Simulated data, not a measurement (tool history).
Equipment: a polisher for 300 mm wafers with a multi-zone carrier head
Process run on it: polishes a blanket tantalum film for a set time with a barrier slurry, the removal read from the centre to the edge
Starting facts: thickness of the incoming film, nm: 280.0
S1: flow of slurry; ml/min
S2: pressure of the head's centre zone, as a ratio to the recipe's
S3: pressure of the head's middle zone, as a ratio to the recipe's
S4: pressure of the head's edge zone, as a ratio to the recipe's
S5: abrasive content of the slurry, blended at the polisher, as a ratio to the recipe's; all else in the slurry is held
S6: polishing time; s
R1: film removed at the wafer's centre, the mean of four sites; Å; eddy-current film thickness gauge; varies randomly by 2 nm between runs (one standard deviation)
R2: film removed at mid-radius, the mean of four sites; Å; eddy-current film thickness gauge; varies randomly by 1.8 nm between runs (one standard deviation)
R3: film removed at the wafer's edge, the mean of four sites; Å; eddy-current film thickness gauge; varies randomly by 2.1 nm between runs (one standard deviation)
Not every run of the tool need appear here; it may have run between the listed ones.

run    day   S1    S2    S3    S4    S5  S6      R1      R2      R3
  1      0  265     1     1     1     1  65  1068.4  1067.8  1077.9
  2  0.329  265  0.99  1.01  1.01  1.05  67  1073.9  1119.8  1120.4
  3  0.508  265  0.99  1.01  1.01  0.95  67  1075.3  1090.8  1104.9
  4  0.817  265  0.99  1.01  1.01  1.15  67  1103.4  1138.7  1177.4
  5  1.096  265  0.99  0.97  1.01  1.15  67  1095.5  1090.8  1154.2
  6  1.288  265  0.99  1.02  1.01  1.15  67  1092.9  1141.2    1151
  7  1.488  265  0.99  1.03  1.02   1.2  69  1176.8  1172.4  1165.9

For run 8, what comes out?
  8  1.783  270  0.97  1.03  1.01  1.2  72   ?   ?   ?

Run 8 gave R1 1182.2 Å, R2 1248.1 Å, R3 1196.4 Å.
